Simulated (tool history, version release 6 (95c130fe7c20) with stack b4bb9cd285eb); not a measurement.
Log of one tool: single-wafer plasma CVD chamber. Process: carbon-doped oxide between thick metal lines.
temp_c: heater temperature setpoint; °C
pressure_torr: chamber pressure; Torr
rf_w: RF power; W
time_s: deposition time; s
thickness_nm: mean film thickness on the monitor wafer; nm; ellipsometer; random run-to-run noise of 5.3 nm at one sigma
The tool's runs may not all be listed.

run,hour,temp_c,pressure_torr,rf_w,time_s,thickness_nm
1,0.0,335,5.58,660,174,1047.80
2,6.9,335,5.58,735,174,1114.30
3,13.3,336,5.47,700,172,1068.40
4,19.0,336,5.47,700,165,1018.00
5,27.0,331,5.47,700,165,1047.20
6,28.3,340,5.47,700,165,1004.10
7,33.6,342,5.35,690,165,994.81

What will run 8 give?
8,36.0,343,5.26,675,165,?

For run 8 the tool returned thickness_nm 976.60 nm.
